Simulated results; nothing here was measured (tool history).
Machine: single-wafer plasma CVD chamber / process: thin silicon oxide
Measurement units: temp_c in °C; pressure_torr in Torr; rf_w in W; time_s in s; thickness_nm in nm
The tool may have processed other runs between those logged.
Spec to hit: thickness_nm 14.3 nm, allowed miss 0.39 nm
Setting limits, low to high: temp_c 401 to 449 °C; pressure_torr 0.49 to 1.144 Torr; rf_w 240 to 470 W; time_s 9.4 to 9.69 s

run  hour  temp_c  pressure_torr  rf_w  time_s  thickness_nm
  1     0     425          0.817   355     9.4        18.179
  2   0.6     425          0.948   355     9.4         20.07
  3   2.7     425          0.948   375     9.4        20.339
  4   4.7     425          0.948   375    9.69         21.02
  5   8.2     425          0.897   370    9.66        20.165
  6  14.6     425          0.852   365    9.63        19.374
  7    19     425          0.812   360     9.6         18.55
  8  23.6     425          0.649   345    9.54          15.7
  9  31.2     425          0.637   345    9.54        15.333
 10  38.3     425          0.629   345    9.54        15.259
 11  42.7     425          0.621   345    9.54        15.155

Consider the 5 candidate settings below. Which is the only one whose results all fall within their allowed miss of target?
  A  47.1     425          0.545   345     9.4             ?
  B  47.1     433           0.55   350     9.4             ?
  C  47.1     424           0.49   400    9.61             ?
  D  47.1     416          0.597   295     9.4             ?
  E  47.1     424          0.597   340     9.4             ?

move  thickness_nm
   A        13.591
   B        13.693
   C        13.685
   D        13.651
   E        14.399
A: the result that was furthest off in the last run now lies on the other side of its target
B: the result that was furthest off in the last run now lies on the other side of its target
C: the result that was furthest off in the last run now lies on the other side of its target
D: the result that was furthest off in the last run now lies on the other side of its target
E: meets every target
The move that meets every target is E.
